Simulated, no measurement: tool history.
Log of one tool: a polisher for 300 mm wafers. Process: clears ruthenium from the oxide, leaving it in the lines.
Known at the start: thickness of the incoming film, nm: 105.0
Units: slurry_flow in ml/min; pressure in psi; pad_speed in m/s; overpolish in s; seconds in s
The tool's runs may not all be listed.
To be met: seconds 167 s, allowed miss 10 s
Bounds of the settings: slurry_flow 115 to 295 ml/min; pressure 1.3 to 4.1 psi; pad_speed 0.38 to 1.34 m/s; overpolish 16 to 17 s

run,hour,slurry_flow,pressure,pad_speed,overpolish,seconds
1,0,190,2.7,0.86,16,85.245
2,1.4,190,2.7,1.08,16,69.105
3,10.3,185,2.2,0.96,16,85.785
4,17.6,200,2.2,0.96,16,87.078
5,25.7,200,2.5,0.96,16,80.885
6,28,200,2.5,1.06,16,72.721
7,30.3,195,2.1,0.88,16,99.336
8,36.6,195,1.8,0.78,16,121.2
9,43,195,1.6,0.72,16,143.94
10,44.9,195,1.5,0.7,16,149.35

Which of these 5 next moves meets every target?
A,46.8,205,1.6,0.78,16,?
B,46.8,230,1.3,0.66,17,?
C,46.8,185,1.7,0.7,17,?
D,46.8,170,2.1,0.58,16,?
E,46.8,170,1.5,0.74,17,?

move,seconds
A,129.36
B,167.37
C,140.7
D,150.37
E,144.78
A: further off than the last run
B: meets every target
C: further off than the last run
D: nearer than the last run, and not there yet
E: further off than the last run
The right move is B.

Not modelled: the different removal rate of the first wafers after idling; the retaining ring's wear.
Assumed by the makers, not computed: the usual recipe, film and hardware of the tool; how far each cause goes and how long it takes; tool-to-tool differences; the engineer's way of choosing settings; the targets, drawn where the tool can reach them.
